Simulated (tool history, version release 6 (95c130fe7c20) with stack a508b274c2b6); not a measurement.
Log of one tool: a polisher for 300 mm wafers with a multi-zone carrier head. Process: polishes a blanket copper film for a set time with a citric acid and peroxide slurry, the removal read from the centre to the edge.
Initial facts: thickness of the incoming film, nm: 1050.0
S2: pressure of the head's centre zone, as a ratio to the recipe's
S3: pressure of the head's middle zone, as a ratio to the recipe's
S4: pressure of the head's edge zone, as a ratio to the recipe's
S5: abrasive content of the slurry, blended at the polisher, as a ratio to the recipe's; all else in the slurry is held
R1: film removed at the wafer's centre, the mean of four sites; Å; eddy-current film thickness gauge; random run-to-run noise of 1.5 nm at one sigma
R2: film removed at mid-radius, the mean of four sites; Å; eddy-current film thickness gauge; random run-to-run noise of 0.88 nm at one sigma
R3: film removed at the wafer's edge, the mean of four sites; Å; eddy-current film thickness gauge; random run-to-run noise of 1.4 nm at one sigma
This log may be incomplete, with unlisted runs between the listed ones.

run 1 day=0 | flow_of_slurry_(ml/min)=130 S2=1 S3=1 S4=1 S5=1 polishing_time_(s)=80 | R1=1589 R2=1414.8 R3=1422.7
run 2 day=0.067 | flow_of_slurry_(ml/min)=120 S2=0.97 S3=0.98 S4=0.98 S5=0.95 polishing_time_(s)=80 | R1=1487.1 R2=1372.1 R3=1367.4
run 3 day=0.208 | flow_of_slurry_(ml/min)=120 S2=1.04 S3=0.98 S4=0.98 S5=0.95 polishing_time_(s)=80 | R1=1615.7 R2=1346.9 R3=1362.2
run 4 day=0.283 | flow_of_slurry_(ml/min)=115 S2=1.01 S3=0.96 S4=0.98 S5=0.9 polishing_time_(s)=80 | R1=1500.6 R2=1311.3 R3=1352.9
run 5 day=0.579 | flow_of_slurry_(ml/min)=135 S2=1.01 S3=0.96 S4=0.98 S5=0.9 polishing_time_(s)=80 | R1=1586.9 R2=1369.7 R3=1374.8
run 6 day=0.775 | flow_of_slurry_(ml/min)=125 S2=0.99 S3=0.94 S4=0.98 S5=0.85 polishing_time_(s)=80 | R1=1474.6 R2=1323.8 R3=1307.7

Run 7 comes next. What will it give?
run 7 day=1.15 | flow_of_slurry_(ml/min)=115 S2=0.98 S3=0.92 S4=1 S5=0.85 polishing_time_(s)=80 | R1=? R2=? R3=?

Run 7 gave R1 1416.3 Å, R2 1269.1 Å, R3 1332.4 Å.

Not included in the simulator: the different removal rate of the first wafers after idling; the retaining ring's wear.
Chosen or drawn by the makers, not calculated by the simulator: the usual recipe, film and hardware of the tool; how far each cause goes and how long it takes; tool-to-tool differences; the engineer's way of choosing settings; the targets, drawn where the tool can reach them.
